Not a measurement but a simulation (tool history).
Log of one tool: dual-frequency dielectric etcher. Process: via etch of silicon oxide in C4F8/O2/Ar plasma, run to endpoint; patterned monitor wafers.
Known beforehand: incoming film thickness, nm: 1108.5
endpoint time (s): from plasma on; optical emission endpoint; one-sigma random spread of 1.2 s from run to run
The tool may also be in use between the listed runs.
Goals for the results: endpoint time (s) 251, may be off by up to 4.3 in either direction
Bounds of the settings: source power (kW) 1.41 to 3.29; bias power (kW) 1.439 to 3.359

{"run": 1, "hour": 0.0, "source power (kW)": 2.35, "bias power (kW)": 2.399, "endpoint time (s)": 214.58}
{"run": 2, "hour": 8.6, "source power (kW)": 2.56, "bias power (kW)": 2.399, "endpoint time (s)": 202.74}
{"run": 3, "hour": 16.9, "source power (kW)": 2.83, "bias power (kW)": 2.399, "endpoint time (s)": 191.73}
{"run": 4, "hour": 21.3, "source power (kW)": 2.55, "bias power (kW)": 2.399, "endpoint time (s)": 203.62}
{"run": 5, "hour": 30.0, "source power (kW)": 2.93, "bias power (kW)": 2.399, "endpoint time (s)": 189.49}
{"run": 6, "hour": 38.4, "source power (kW)": 2.48, "bias power (kW)": 2.331, "endpoint time (s)": 207.97}
{"run": 7, "hour": 42.8, "source power (kW)": 2.19, "bias power (kW)": 2.281, "endpoint time (s)": 227.1}
{"run": 8, "hour": 46.4, "source power (kW)": 2.06, "bias power (kW)": 2.268, "endpoint time (s)": 236.24}
{"run": 9, "hour": 55.2, "source power (kW)": 1.98, "bias power (kW)": 2.261, "endpoint time (s)": 243.1}
{"run": 10, "hour": 64.1, "source power (kW)": 1.94, "bias power (kW)": 2.257, "endpoint time (s)": 245.38}

Pick the move, out of 4, that brings all results within their allowed miss; only one does.
{"run": "A", "hour": 73.0, "source power (kW)": 1.84, "bias power (kW)": 2.439, "endpoint time (s)": "?"}
{"run": "B", "hour": 73.0, "source power (kW)": 2.06, "bias power (kW)": 2.37, "endpoint time (s)": "?"}
{"run": "C", "hour": 73.0, "source power (kW)": 2.15, "bias power (kW)": 2.073, "endpoint time (s)": "?"}
{"run": "D", "hour": 73.0, "source power (kW)": 2.11, "bias power (kW)": 2.019, "endpoint time (s)": "?"}

move=A endpoint_time_(s)=251.75
move=B endpoint_time_(s)=235.01
move=C endpoint_time_(s)=236.97
move=D endpoint_time_(s)=241.54
A: every result within its allowed miss
B: its largest miss is bigger than the last run's
C: its largest miss is bigger than the last run's
D: its largest miss is bigger than the last run's
Go with A: it meets all targets.
